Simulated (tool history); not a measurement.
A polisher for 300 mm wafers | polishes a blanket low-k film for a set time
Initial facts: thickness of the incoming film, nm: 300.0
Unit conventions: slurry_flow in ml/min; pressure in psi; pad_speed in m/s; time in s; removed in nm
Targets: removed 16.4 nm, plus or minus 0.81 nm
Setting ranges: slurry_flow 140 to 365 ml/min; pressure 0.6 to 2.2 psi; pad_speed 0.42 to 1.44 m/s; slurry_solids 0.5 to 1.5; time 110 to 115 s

run  hour  slurry_flow  pressure  pad_speed  slurry_solids  time  removed
  1     0          235       1.4       0.92              1   110   28.724
  2     5          235       1.4       0.74              1   110   23.632
  3   7.1          235       1.3       0.74              1   110    22.59
  4    13          235       1.2       0.74              1   110   21.331
  5    15          235       1.2       0.88              1   110   23.235
  6  22.8          235       1.1       0.88              1   110   21.912
  7  23.9          235         1       0.88              1   110   19.946
  8  26.6          235       0.9       0.88              1   110   17.956

Which of these 4 next moves meets every target?
  A  29.3          215         1       0.84           0.95   113        ?
  B  29.3          240       0.8       0.92           0.95   110        ?
  C  29.3          230         1       0.72           1.15   113        ?
  D  29.3          285       0.7       0.88           0.95   114        ?

move  removed
   A   19.165
   B   16.435
   C   18.533
   D   14.752
A: lands further from the targets than the last run did
B: meets every target
C: lands further from the targets than the last run did
D: the result that was furthest off in the last run now lies on the other side of its target
The move that meets every target is B.
